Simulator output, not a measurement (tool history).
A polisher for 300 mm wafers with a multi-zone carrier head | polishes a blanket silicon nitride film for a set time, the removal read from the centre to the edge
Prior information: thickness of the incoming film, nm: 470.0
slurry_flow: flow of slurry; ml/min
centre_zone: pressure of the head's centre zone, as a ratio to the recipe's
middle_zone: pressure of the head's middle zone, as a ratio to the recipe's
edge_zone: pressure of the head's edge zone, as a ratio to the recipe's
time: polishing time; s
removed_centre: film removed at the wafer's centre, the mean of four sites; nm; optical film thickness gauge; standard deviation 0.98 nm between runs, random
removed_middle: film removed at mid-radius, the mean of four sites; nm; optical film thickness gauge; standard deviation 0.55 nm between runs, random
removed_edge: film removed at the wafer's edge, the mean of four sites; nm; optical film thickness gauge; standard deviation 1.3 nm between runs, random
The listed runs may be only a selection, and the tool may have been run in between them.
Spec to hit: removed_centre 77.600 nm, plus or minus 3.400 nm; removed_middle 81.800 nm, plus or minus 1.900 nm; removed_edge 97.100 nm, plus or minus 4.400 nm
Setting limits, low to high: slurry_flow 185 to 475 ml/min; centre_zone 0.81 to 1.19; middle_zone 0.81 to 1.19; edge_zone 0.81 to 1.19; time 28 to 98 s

{"run": 1, "hour": 0.0, "slurry_flow": 305, "centre_zone": 1.0, "middle_zone": 1.0, "edge_zone": 1.0, "time": 63, "removed_centre": 142.77, "removed_middle": 148.0, "removed_edge": 142.22}
{"run": 2, "hour": 6.9, "slurry_flow": 265, "centre_zone": 1.0, "middle_zone": 1.0, "edge_zone": 1.0, "time": 63, "removed_centre": 141.77, "removed_middle": 143.55, "removed_edge": 137.27}
{"run": 3, "hour": 15.0, "slurry_flow": 265, "centre_zone": 0.93, "middle_zone": 1.0, "edge_zone": 1.0, "time": 63, "removed_centre": 132.78, "removed_middle": 144.35, "removed_edge": 140.95}
{"run": 4, "hour": 21.5, "slurry_flow": 265, "centre_zone": 0.91, "middle_zone": 0.97, "edge_zone": 1.01, "time": 58, "removed_centre": 117.71, "removed_middle": 128.95, "removed_edge": 131.29}
{"run": 5, "hour": 24.5, "slurry_flow": 260, "centre_zone": 0.9, "middle_zone": 0.94, "edge_zone": 1.01, "time": 55, "removed_centre": 111.3, "removed_middle": 121.29, "removed_edge": 121.3}
{"run": 6, "hour": 29.2, "slurry_flow": 250, "centre_zone": 0.89, "middle_zone": 0.92, "edge_zone": 1.04, "time": 52, "removed_centre": 102.77, "removed_middle": 110.2, "removed_edge": 116.42}
{"run": 7, "hour": 35.1, "slurry_flow": 245, "centre_zone": 0.88, "middle_zone": 0.9, "edge_zone": 1.05, "time": 50, "removed_centre": 97.843, "removed_middle": 104.29, "removed_edge": 111.86}
{"run": 8, "hour": 40.4, "slurry_flow": 240, "centre_zone": 0.87, "middle_zone": 0.89, "edge_zone": 1.06, "time": 49, "removed_centre": 94.253, "removed_middle": 100.05, "removed_edge": 114.17}
{"run": 9, "hour": 41.8, "slurry_flow": 240, "centre_zone": 0.87, "middle_zone": 0.89, "edge_zone": 1.06, "time": 49, "removed_centre": 95.178, "removed_middle": 99.184, "removed_edge": 109.9}
{"run": 10, "hour": 44.9, "slurry_flow": 215, "centre_zone": 0.81, "middle_zone": 0.82, "edge_zone": 1.08, "time": 39, "removed_centre": 69.043, "removed_middle": 73.349, "removed_edge": 88.545}
{"run": 11, "hour": 51.9, "slurry_flow": 235, "centre_zone": 0.81, "middle_zone": 0.83, "edge_zone": 1.09, "time": 39, "removed_centre": 69.539, "removed_middle": 76.171, "removed_edge": 87.712}
{"run": 12, "hour": 60.2, "slurry_flow": 230, "centre_zone": 0.82, "middle_zone": 0.84, "edge_zone": 1.1, "time": 39, "removed_centre": 69.985, "removed_middle": 76.713, "removed_edge": 88.292}
{"run": 13, "hour": 63.9, "slurry_flow": 225, "centre_zone": 0.83, "middle_zone": 0.84, "edge_zone": 1.11, "time": 40, "removed_centre": 71.124, "removed_middle": 77.959, "removed_edge": 91.468}
{"run": 14, "hour": 66.8, "slurry_flow": 230, "centre_zone": 0.84, "middle_zone": 0.84, "edge_zone": 1.12, "time": 40, "removed_centre": 72.552, "removed_middle": 78.654, "removed_edge": 92.007}
{"run": 15, "hour": 68.9, "slurry_flow": 230, "centre_zone": 0.85, "middle_zone": 0.84, "edge_zone": 1.13, "time": 40, "removed_centre": 73.403, "removed_middle": 77.207, "removed_edge": 91.391}
{"run": 16, "hour": 70.9, "slurry_flow": 230, "centre_zone": 0.85, "middle_zone": 0.84, "edge_zone": 1.14, "time": 40, "removed_centre": 74.597, "removed_middle": 77.319, "removed_edge": 95.288}
{"run": 17, "hour": 76.1, "slurry_flow": 240, "centre_zone": 0.85, "middle_zone": 0.84, "edge_zone": 1.14, "time": 40, "removed_centre": 73.86, "removed_middle": 78.451, "removed_edge": 92.385}

Which single option among these 4 for the next run brings every result within its allowed miss of target? Just one does.
{"run": "A", "hour": 81.3, "slurry_flow": 265, "centre_zone": 0.84, "middle_zone": 0.84, "edge_zone": 1.13, "time": 41, "removed_centre": "?", "removed_middle": "?", "removed_edge": "?"}
{"run": "B", "hour": 81.3, "slurry_flow": 245, "centre_zone": 0.81, "middle_zone": 0.89, "edge_zone": 1.19, "time": 39, "removed_centre": "?", "removed_middle": "?", "removed_edge": "?"}
{"run": "C", "hour": 81.3, "slurry_flow": 305, "centre_zone": 0.92, "middle_zone": 0.91, "edge_zone": 1.17, "time": 35, "removed_centre": "?", "removed_middle": "?", "removed_edge": "?"}
{"run": "D", "hour": 81.3, "slurry_flow": 185, "centre_zone": 0.89, "middle_zone": 0.84, "edge_zone": 1.13, "time": 40, "removed_centre": "?", "removed_middle": "?", "removed_edge": "?"}

move=A removed_centre=75.297 removed_middle=81.378 removed_edge=95.076
move=B removed_centre=68.286 removed_middle=80.362 removed_edge=92.122
move=C removed_centre=71.756 removed_middle=75.384 removed_edge=83.574
move=D removed_centre=73.135 removed_middle=75.020 removed_edge=88.952
A: hits every target within its allowed miss
B: corrects the largest miss of the last run, while another result sits out of spec
C: misses by more than the last run did
D: misses by more than the last run did
The right move is A.
